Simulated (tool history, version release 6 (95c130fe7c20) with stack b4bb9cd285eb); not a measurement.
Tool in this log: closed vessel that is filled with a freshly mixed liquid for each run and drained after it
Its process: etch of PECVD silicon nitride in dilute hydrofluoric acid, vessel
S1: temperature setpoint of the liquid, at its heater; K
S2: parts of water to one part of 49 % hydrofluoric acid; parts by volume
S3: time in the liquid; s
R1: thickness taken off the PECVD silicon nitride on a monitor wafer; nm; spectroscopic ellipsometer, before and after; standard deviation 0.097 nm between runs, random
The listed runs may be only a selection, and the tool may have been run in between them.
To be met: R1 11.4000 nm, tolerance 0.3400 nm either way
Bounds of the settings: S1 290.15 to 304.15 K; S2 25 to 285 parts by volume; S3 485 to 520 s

{"run": 1, "hour": 0.0, "S1": 296.15, "S2": 155, "S3": 485, "R1": 6.5336}
{"run": 2, "hour": 2.6, "S1": 297.15, "S2": 155, "S3": 485, "R1": 7.139}
{"run": 3, "hour": 7.7, "S1": 297.15, "S2": 155, "S3": 520, "R1": 7.5098}
{"run": 4, "hour": 9.9, "S1": 298.15, "S2": 155, "S3": 520, "R1": 8.0772}
{"run": 5, "hour": 15.6, "S1": 298.15, "S2": 155, "S3": 485, "R1": 7.5578}
{"run": 6, "hour": 19.7, "S1": 298.65, "S2": 155, "S3": 485, "R1": 7.6772}
{"run": 7, "hour": 25.1, "S1": 299.15, "S2": 155, "S3": 485, "R1": 7.9215}
{"run": 8, "hour": 28.2, "S1": 299.15, "S2": 155, "S3": 485, "R1": 7.8729}
{"run": 9, "hour": 29.8, "S1": 299.65, "S2": 155, "S3": 485, "R1": 8.2595}
{"run": 10, "hour": 38.7, "S1": 300.15, "S2": 155, "S3": 485, "R1": 8.6932}
{"run": 11, "hour": 47.7, "S1": 300.65, "S2": 155, "S3": 485, "R1": 8.7686}
{"run": 12, "hour": 53.0, "S1": 301.15, "S2": 155, "S3": 485, "R1": 9.1849}

4 next moves are on the table. One of them brings every result within its allowed miss. Which?
{"run": "A", "hour": 58.3, "S1": 304.15, "S2": 160, "S3": 485, "R1": "?"}
{"run": "B", "hour": 58.3, "S1": 302.15, "S2": 130, "S3": 485, "R1": "?"}
{"run": "C", "hour": 58.3, "S1": 299.65, "S2": 175, "S3": 490, "R1": "?"}
{"run": "D", "hour": 58.3, "S1": 300.65, "S2": 140, "S3": 520, "R1": "?"}

move=A R1=10.3950
move=B R1=11.3490
move=C R1=7.2771
move=D R1=10.2820
A: gains on the last run, yet a result remains outside its allowed miss
B: all results land within tolerance of their targets
C: its largest miss is bigger than the last run's
D: gains on the last run, yet a result remains outside its allowed miss
The move that meets every target is B.

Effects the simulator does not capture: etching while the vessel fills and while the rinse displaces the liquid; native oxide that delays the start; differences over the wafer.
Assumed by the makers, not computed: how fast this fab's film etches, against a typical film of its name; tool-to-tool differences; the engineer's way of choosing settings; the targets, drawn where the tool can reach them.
